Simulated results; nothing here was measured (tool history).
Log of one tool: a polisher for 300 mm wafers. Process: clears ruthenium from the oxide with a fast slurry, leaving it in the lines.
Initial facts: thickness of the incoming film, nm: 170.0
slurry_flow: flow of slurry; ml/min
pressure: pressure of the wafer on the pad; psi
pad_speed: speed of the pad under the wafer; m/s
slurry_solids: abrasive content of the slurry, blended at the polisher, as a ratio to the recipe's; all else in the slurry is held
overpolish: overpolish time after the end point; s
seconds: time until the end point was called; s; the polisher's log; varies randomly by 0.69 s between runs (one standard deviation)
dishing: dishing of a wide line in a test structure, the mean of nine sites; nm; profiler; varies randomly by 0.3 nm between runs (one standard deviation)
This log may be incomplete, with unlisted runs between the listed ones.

run 1 hour=0.0 | slurry_flow=175 pressure=3.3 pad_speed=1.06 slurry_solids=1.0 overpolish=20 | seconds=32.546 dishing=60.516
run 2 hour=6.2 | slurry_flow=180 pressure=3.0 pad_speed=1.02 slurry_solids=1.0 overpolish=17 | seconds=36.802 dishing=49.892
run 3 hour=7.0 | slurry_flow=185 pressure=2.7 pad_speed=1.00 slurry_solids=1.0 overpolish=14 | seconds=42.371 dishing=39.720
run 4 hour=9.6 | slurry_flow=185 pressure=2.5 pad_speed=1.00 slurry_solids=1.0 overpolish=13 | seconds=44.468 dishing=35.810
run 5 hour=17.5 | slurry_flow=185 pressure=1.8 pad_speed=1.00 slurry_solids=1.0 overpolish=13 | seconds=60.434 dishing=27.153
run 6 hour=26.0 | slurry_flow=185 pressure=1.8 pad_speed=1.00 slurry_solids=1.0 overpolish=12 | seconds=61.254 dishing=25.277

Run 7 comes next. What will it give?
run 7 hour=27.7 | slurry_flow=190 pressure=1.8 pad_speed=1.00 slurry_solids=1.0 overpolish=12 | seconds=? dishing=?

seconds: 60.484 s
dishing: 25.386 nm
